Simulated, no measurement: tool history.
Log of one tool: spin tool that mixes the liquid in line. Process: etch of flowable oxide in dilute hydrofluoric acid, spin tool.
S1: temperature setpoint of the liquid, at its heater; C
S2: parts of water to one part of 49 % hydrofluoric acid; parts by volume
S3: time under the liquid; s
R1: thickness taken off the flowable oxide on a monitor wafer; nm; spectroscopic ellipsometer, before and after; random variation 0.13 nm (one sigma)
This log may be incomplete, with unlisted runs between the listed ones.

run,hour,S1,S2,S3,R1
1,0,22,170,140,21.502
2,6.8,22,170,140,21.714
3,9.3,23,170,140,22.442
4,14.3,23,115,140,35.491
5,16,23,60,140,72.883
6,24.7,21.5,80,140,50.211
7,30.5,20.5,90,140,41.99
8,34.6,19.5,95,140,37.939
9,37.1,19,100,140,35.413

The next listed run, before its measurement:
10,43.9,17,145,140,?

R1: 21.288 nm
